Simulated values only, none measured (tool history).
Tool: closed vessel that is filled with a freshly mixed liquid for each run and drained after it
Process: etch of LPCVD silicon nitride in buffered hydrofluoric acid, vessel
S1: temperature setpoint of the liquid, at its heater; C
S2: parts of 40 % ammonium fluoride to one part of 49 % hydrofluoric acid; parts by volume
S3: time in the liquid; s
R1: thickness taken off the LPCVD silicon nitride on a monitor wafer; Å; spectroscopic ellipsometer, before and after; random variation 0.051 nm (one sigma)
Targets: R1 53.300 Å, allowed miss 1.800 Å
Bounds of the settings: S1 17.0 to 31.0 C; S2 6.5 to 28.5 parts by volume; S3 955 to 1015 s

| run | hour | S1 | S2 | S3 | R1 |
|---|---|---|---|---|---|
| 1 | 0.0 | 23.0 | 17.5 | 955 | 73.208 |
| 2 | 5.4 | 23.0 | 17.5 | 1015 | 78.505 |
| 3 | 6.2 | 25.0 | 17.5 | 1015 | 87.788 |
| 4 | 14.9 | 24.0 | 18.0 | 1015 | 81.333 |
| 5 | 21.9 | 24.0 | 16.5 | 1015 | 89.637 |
| 6 | 25.6 | 23.0 | 17.0 | 1015 | 80.557 |
| 7 | 32.1 | 19.0 | 18.0 | 1015 | 61.037 |
| 8 | 36.7 | 18.5 | 18.0 | 1015 | 59.463 |

Which of these 4 next moves meets every target?
| A | 41.3 | 17.0 | 18.0 | 995 | ? |
| B | 41.3 | 23.0 | 19.5 | 975 | ? |
| C | 41.3 | 17.0 | 17.5 | 1015 | ? |
| D | 41.3 | 21.0 | 18.5 | 960 | ? |

| move | R1 |
|---|---|
| A | 54.053 |
| B | 68.539 |
| C | 56.692 |
| D | 63.626 |
A: meets every target
B: further off than the last run
C: nearer than the last run, and not there yet
D: further off than the last run
The right move is A.

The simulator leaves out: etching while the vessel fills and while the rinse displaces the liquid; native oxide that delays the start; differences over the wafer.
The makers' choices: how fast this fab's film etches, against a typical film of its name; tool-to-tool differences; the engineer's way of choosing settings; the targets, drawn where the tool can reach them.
